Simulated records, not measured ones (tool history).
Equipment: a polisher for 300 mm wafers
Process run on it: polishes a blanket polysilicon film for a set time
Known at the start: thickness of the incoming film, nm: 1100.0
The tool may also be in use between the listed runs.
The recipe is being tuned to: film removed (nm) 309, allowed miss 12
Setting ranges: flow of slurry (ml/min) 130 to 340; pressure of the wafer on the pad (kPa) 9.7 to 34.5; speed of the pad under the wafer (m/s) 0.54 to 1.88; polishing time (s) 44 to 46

run,hour,flow of slurry (ml/min),pressure of the wafer on the pad (kPa),speed of the pad under the wafer (m/s),polishing time (s),film removed (nm)
1,0,220,22.1,1.2,44,413.53
2,4.5,220,22.1,1.4,44,488.7
3,6.7,220,22.1,1.18,44,410.75
4,9.4,220,22.1,1.18,44,419.05
5,10.6,220,20.7,1.18,44,389.43
6,13,220,20,1.18,44,381.73
7,16.2,220,19.3,1.18,44,365.17
8,22.4,220,18.6,1.18,44,346.82

Pick the move, out of 5, that brings all results within their allowed miss; only one does.
A,28.6,230,20.7,0.86,44,?
B,28.6,250,20,1.02,44,?
C,28.6,185,15.9,1.22,44,?
D,28.6,195,16.5,1.22,46,?
E,28.6,225,14.5,1.38,44,?

move,film removed (nm)
A,288.96
B,332.02
C,312.28
D,340.7
E,329.2
A: the result that was furthest off in the last run now lies on the other side of its target
B: closes in on the targets versus the last run, not all within tolerance yet
C: each result inside its tolerance
D: closes in on the targets versus the last run, not all within tolerance yet
E: closes in on the targets versus the last run, not all within tolerance yet
The move that meets every target is C.
